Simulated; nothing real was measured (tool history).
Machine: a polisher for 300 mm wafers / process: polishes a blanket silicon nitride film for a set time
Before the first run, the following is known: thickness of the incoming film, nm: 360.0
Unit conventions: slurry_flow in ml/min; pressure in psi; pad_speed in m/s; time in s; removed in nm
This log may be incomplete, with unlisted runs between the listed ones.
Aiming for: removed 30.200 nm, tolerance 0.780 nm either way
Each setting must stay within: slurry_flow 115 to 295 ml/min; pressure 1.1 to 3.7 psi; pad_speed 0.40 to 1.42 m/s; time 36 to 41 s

Run 1, day 0.000: slurry_flow 190 ml/min, pressure 2.4 psi, pad_speed 0.90 m/s, time 41 s. Result: removed 38.638 nm.
Run 2, day 0.375: slurry_flow 190 ml/min, pressure 2.4 psi, pad_speed 1.00 m/s, time 41 s. Result: removed 42.269 nm.
Run 3, day 0.462: slurry_flow 190 ml/min, pressure 2.4 psi, pad_speed 1.16 m/s, time 41 s. Result: removed 46.743 nm.
Run 4, day 0.600: slurry_flow 190 ml/min, pressure 2.4 psi, pad_speed 1.16 m/s, time 36 s. Result: removed 41.594 nm.
Run 5, day 0.904: slurry_flow 215 ml/min, pressure 2.4 psi, pad_speed 1.16 m/s, time 36 s. Result: removed 41.844 nm.
Run 6, day 1.146: slurry_flow 215 ml/min, pressure 2.3 psi, pad_speed 1.16 m/s, time 36 s. Result: removed 40.256 nm.
Run 7, day 1.517: slurry_flow 215 ml/min, pressure 2.2 psi, pad_speed 1.16 m/s, time 36 s. Result: removed 38.729 nm.
Run 8, day 1.629: slurry_flow 215 ml/min, pressure 2.1 psi, pad_speed 1.16 m/s, time 36 s. Result: removed 36.889 nm.
Run 9, day 1.962: slurry_flow 215 ml/min, pressure 2.1 psi, pad_speed 1.16 m/s, time 36 s. Result: removed 37.017 nm.
Run 10, day 2.138: slurry_flow 215 ml/min, pressure 2.1 psi, pad_speed 1.16 m/s, time 36 s. Result: removed 37.283 nm.
Run 11, day 2.292: slurry_flow 215 ml/min, pressure 2.0 psi, pad_speed 1.16 m/s, time 36 s. Result: removed 35.153 nm.
Run 12, day 2.400: slurry_flow 215 ml/min, pressure 1.8 psi, pad_speed 1.16 m/s, time 36 s. Result: removed 31.995 nm.

5 candidate next runs follow, results not yet known. Just one meets every target within its allowed miss. Identify it.
Run A, day 2.508: slurry_flow 210 ml/min, pressure 1.7 psi, pad_speed 1.10 m/s, time 41 s. Result: removed ?.
Run B, day 2.508: slurry_flow 250 ml/min, pressure 1.7 psi, pad_speed 1.14 m/s, time 36 s. Result: removed ?.
Run C, day 2.508: slurry_flow 235 ml/min, pressure 1.7 psi, pad_speed 1.06 m/s, time 36 s. Result: removed ?.
Run D, day 2.508: slurry_flow 255 ml/min, pressure 1.4 psi, pad_speed 1.38 m/s, time 39 s. Result: removed ?.
Run E, day 2.508: slurry_flow 205 ml/min, pressure 1.9 psi, pad_speed 1.08 m/s, time 37 s. Result: removed ?.

move  removed
   A   32.428
   B   29.933
   C   28.040
   D   31.463
   E   31.983
A: further off than the last run
B: each result inside its tolerance
C: the result that was furthest off in the last run now lies on the other side of its target
D: moves toward the targets from the last run without getting all of them in spec
E: just as far off the targets as the last run
Answer: B
